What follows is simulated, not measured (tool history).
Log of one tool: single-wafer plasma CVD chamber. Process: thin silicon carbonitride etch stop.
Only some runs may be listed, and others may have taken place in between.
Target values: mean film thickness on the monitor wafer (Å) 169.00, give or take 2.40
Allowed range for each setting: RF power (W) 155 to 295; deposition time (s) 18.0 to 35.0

run,hour,RF power (W),deposition time (s),mean film thickness on the monitor wafer (Å)
1,0.0,225,26.5,155.53
2,6.0,235,26.6,158.08
3,11.3,235,23.3,137.59
4,14.2,260,23.3,140.19
5,15.5,260,24.9,150.63
6,24.2,260,21.6,129.99
7,25.2,295,25.8,158.98
8,30.2,295,25.8,160.95
9,31.5,295,26.1,161.66

Consider the 5 candidate settings below. Which is the only one whose results all fall within their allowed miss of target?
A,32.8,290,25.0,?
B,32.8,295,24.7,?
C,32.8,270,27.9,?
D,32.8,295,25.4,?
E,32.8,295,24.4,?

move,mean film thickness on the monitor wafer (Å)
A,153.97
B,152.64
C,169.45
D,156.97
E,150.79
A: lands further from the targets than the last run did
B: lands further from the targets than the last run did
C: all results land within tolerance of their targets
D: lands further from the targets than the last run did
E: lands further from the targets than the last run did
C meets every target.
